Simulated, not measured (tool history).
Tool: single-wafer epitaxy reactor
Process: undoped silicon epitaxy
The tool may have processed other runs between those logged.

| run | hour | wafer temperature setpoint (pyrometer-controlled) (°C) | deposition time (s) | mean film thickness on the monitor wafer (angstrom) |
|---|---|---|---|---|
| 1 | 0 | 650 | 211 | 345.84 |
| 2 | 1 | 658 | 211 | 418.16 |
| 3 | 4.3 | 654 | 211 | 378.26 |
| 4 | 9 | 654 | 183 | 329.14 |
| 5 | 16.8 | 654 | 207 | 372.24 |
| 6 | 17.8 | 646 | 207 | 306.21 |
| 7 | 20.5 | 645 | 207 | 299.89 |

Run 8 has not been measured yet. What should we expect?
| 8 | 21.8 | 644 | 207 | ? |

mean film thickness on the monitor wafer (angstrom): 290.9
